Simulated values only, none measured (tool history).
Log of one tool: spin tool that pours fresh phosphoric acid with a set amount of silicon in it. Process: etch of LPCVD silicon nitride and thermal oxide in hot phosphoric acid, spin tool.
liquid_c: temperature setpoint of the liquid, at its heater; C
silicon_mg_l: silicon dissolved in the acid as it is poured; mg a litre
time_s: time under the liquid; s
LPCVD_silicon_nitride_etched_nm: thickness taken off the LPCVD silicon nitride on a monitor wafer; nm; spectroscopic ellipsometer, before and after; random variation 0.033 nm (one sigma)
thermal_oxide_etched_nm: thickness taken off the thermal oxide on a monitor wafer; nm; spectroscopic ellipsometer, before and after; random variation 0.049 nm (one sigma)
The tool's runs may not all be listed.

run  hour  liquid_c  silicon_mg_l  time_s  LPCVD_silicon_nitride_etched_nm  thermal_oxide_etched_nm
  1     0       159            11      90                           7.6975                  0.17876
  2   1.3     159.5          11.5      90                           7.7928                 0.096345
  3   3.6     159.5          11.5     105                           9.0833                  0.13439
  4  11.4     159.5            10     105                           9.0538                  0.23645
  5  16.2       160            10     105                           9.2265                  0.18812
  6  24.3     160.5           9.5     105                           9.4142                  0.23748
     26.7  -- thermometer replaced
  7  26.7     161.5          10.5     105                           9.3811                  0.32529
  8  35.5       161            12     110                           9.6369                   0.3549
  9  37.9       161            11     110                           9.6192                    0.283
 10  42.5       161          10.5     110                           9.6643                  0.35146

Forecast run 11:
 11  47.2       161            10     110                                ?                        ?

LPCVD_silicon_nitride_etched_nm: 9.6435 nm
thermal_oxide_etched_nm: 0.22788 nm

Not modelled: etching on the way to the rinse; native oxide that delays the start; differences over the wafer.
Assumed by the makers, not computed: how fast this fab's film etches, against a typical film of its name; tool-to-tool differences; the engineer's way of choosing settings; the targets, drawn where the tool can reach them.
